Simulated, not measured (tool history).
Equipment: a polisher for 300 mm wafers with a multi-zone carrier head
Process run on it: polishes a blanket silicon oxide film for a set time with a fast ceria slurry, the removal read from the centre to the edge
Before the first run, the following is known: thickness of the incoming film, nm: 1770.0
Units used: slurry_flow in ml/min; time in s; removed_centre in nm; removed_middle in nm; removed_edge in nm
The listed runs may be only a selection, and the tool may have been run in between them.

run,hour,slurry_flow,centre_zone,middle_zone,edge_zone,time,removed_centre,removed_middle,removed_edge
1,0.0,160,1.00,1.00,1.00,30,513.65,521.33,534.20
2,3.6,160,1.01,1.00,0.97,28,491.34,487.46,490.45
3,7.2,160,1.01,1.00,1.02,28,490.27,484.64,514.96
4,15.0,155,1.01,0.99,0.99,27,461.17,464.47,476.28
5,22.7,150,1.02,0.97,0.96,26,451.88,441.12,449.86
6,29.2,150,1.02,0.97,0.90,26,446.94,442.28,437.43
7,34.3,150,1.03,0.97,0.89,25,433.32,419.16,417.72
8,41.3,145,1.04,0.97,0.88,24,418.03,399.23,398.34
9,45.5,145,1.04,0.97,0.88,24,415.01,406.11,398.92
10,47.3,140,1.05,0.97,0.87,24,416.47,397.72,392.37

Estimate the outcome of run 11 from the log above:
11,49.7,135,1.05,0.97,0.86,24,?,?,?

Run 11 gave removed_centre 413.23 nm, removed_middle 398.72 nm, removed_edge 382.08 nm.
